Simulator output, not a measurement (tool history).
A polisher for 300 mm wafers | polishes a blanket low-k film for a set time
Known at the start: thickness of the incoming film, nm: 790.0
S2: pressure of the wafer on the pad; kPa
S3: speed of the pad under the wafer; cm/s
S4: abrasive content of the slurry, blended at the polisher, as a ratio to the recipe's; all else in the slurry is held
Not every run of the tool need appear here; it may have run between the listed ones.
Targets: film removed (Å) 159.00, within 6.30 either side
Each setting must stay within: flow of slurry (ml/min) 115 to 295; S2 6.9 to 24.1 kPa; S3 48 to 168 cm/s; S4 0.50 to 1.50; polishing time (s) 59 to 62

run 1 hour=0.0 | flow_of_slurry_(ml/min)=190 S2=15.2 S3=108 S4=1.00 polishing_time_(s)=59 | film_removed_(Å)=345.29
run 2 hour=5.4 | flow_of_slurry_(ml/min)=190 S2=15.2 S3=108 S4=0.85 polishing_time_(s)=59 | film_removed_(Å)=330.14
run 3 hour=10.7 | flow_of_slurry_(ml/min)=190 S2=15.2 S3=108 S4=0.85 polishing_time_(s)=62 | film_removed_(Å)=345.82
run 4 hour=13.5 | flow_of_slurry_(ml/min)=190 S2=15.2 S3=134 S4=0.85 polishing_time_(s)=62 | film_removed_(Å)=392.45
run 5 hour=16.9 | flow_of_slurry_(ml/min)=190 S2=15.2 S3=134 S4=1.00 polishing_time_(s)=62 | film_removed_(Å)=429.31
run 6 hour=21.9 | flow_of_slurry_(ml/min)=190 S2=14.5 S3=126 S4=1.00 polishing_time_(s)=62 | film_removed_(Å)=381.82
run 7 hour=28.7 | flow_of_slurry_(ml/min)=190 S2=13.8 S3=120 S4=1.00 polishing_time_(s)=62 | film_removed_(Å)=359.74
run 8 hour=34.9 | flow_of_slurry_(ml/min)=190 S2=13.1 S3=114 S4=1.00 polishing_time_(s)=62 | film_removed_(Å)=330.65
run 9 hour=36.0 | flow_of_slurry_(ml/min)=190 S2=13.1 S3=114 S4=1.00 polishing_time_(s)=62 | film_removed_(Å)=327.30
run 10 hour=37.0 | flow_of_slurry_(ml/min)=190 S2=12.4 S3=110 S4=1.00 polishing_time_(s)=62 | film_removed_(Å)=309.02
run 11 hour=41.1 | flow_of_slurry_(ml/min)=185 S2=8.3 S3=80 S4=0.95 polishing_time_(s)=62 | film_removed_(Å)=168.22

5 candidate next runs follow, results not yet known. Just one meets every target within its allowed miss. Identify it.
run A hour=45.2 | flow_of_slurry_(ml/min)=195 S2=7.6 S3=86 S4=1.10 polishing_time_(s)=62 | film_removed_(Å)=?
run B hour=45.2 | flow_of_slurry_(ml/min)=180 S2=9.0 S3=72 S4=0.80 polishing_time_(s)=62 | film_removed_(Å)=?
run C hour=45.2 | flow_of_slurry_(ml/min)=165 S2=8.3 S3=86 S4=1.15 polishing_time_(s)=62 | film_removed_(Å)=?
run D hour=45.2 | flow_of_slurry_(ml/min)=155 S2=9.7 S3=82 S4=0.85 polishing_time_(s)=62 | film_removed_(Å)=?
run E hour=45.2 | flow_of_slurry_(ml/min)=200 S2=9.0 S3=72 S4=1.05 polishing_time_(s)=62 | film_removed_(Å)=?

move=A film_removed_(Å)=171.51
move=B film_removed_(Å)=155.98
move=C film_removed_(Å)=183.96
move=D film_removed_(Å)=180.98
move=E film_removed_(Å)=176.45
A: the biggest miss grows against the last run
B: each result inside its tolerance
C: the biggest miss grows against the last run
D: the biggest miss grows against the last run
E: the biggest miss grows against the last run
Correct choice: B, which meets every target
